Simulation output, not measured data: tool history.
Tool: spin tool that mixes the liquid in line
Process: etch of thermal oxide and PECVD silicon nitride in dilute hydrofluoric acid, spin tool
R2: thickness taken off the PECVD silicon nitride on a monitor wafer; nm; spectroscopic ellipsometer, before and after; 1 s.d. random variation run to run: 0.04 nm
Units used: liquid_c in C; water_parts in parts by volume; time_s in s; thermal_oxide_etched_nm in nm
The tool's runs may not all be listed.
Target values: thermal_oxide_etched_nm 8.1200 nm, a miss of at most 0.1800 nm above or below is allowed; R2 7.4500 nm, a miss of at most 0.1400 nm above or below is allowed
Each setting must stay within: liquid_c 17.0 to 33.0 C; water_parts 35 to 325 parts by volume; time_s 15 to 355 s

Run 1, hour 0.0: liquid_c 25.0 C, water_parts 180 parts by volume, time_s 180 s. Result: thermal_oxide_etched_nm 4.3039 nm, R2 5.2600 nm.
Run 2, hour 3.7: liquid_c 24.0 C, water_parts 145 parts by volume, time_s 170 s. Result: thermal_oxide_etched_nm 5.0958 nm, R2 5.7767 nm.
Run 3, hour 8.0: liquid_c 24.0 C, water_parts 145 parts by volume, time_s 125 s. Result: thermal_oxide_etched_nm 3.7015 nm, R2 4.2314 nm.
Run 4, hour 8.8: liquid_c 23.5 C, water_parts 120 parts by volume, time_s 130 s. Result: thermal_oxide_etched_nm 4.7230 nm, R2 5.1926 nm.
Run 5, hour 17.6: liquid_c 23.0 C, water_parts 100 parts by volume, time_s 130 s. Result: thermal_oxide_etched_nm 5.7034 nm, R2 5.9520 nm.
Run 6, hour 19.2: liquid_c 22.5 C, water_parts 85 parts by volume, time_s 125 s. Result: thermal_oxide_etched_nm 6.4531 nm, R2 6.4339 nm.
Run 7, hour 21.0: liquid_c 22.0 C, water_parts 80 parts by volume, time_s 125 s. Result: thermal_oxide_etched_nm 6.7248 nm, R2 6.6914 nm.
Run 8, hour 23.4: liquid_c 21.5 C, water_parts 75 parts by volume, time_s 125 s. Result: thermal_oxide_etched_nm 7.0639 nm, R2 6.8988 nm.
Run 9, hour 28.1: liquid_c 21.0 C, water_parts 70 parts by volume, time_s 125 s. Result: thermal_oxide_etched_nm 7.4844 nm, R2 7.1109 nm.

Which single option among these 5 for the next run brings every result within its allowed miss of target? Just one does.
Run A, hour 32.8: liquid_c 25.0 C, water_parts 125 parts by volume, time_s 180 s. Result: thermal_oxide_etched_nm ?, R2 ?.
Run B, hour 32.8: liquid_c 19.5 C, water_parts 75 parts by volume, time_s 155 s. Result: thermal_oxide_etched_nm ?, R2 ?.
Run C, hour 32.8: liquid_c 23.0 C, water_parts 75 parts by volume, time_s 120 s. Result: thermal_oxide_etched_nm ?, R2 ?.
Run D, hour 32.8: liquid_c 26.0 C, water_parts 105 parts by volume, time_s 140 s. Result: thermal_oxide_etched_nm ?, R2 ?.
Run E, hour 32.8: liquid_c 22.0 C, water_parts 95 parts by volume, time_s 150 s. Result: thermal_oxide_etched_nm ?, R2 ?.

move  thermal_oxide_etched_nm      R2
   A                   6.6049  7.5048
   B                   8.0581  7.3886
   C                   7.2092  7.2597
   D                   6.5167  7.4040
   E                   6.6676  6.7276
A: lands further from the targets than the last run did
B: each result inside its tolerance
C: lands further from the targets than the last run did
D: lands further from the targets than the last run did
E: lands further from the targets than the last run did
The move that meets every target is B.

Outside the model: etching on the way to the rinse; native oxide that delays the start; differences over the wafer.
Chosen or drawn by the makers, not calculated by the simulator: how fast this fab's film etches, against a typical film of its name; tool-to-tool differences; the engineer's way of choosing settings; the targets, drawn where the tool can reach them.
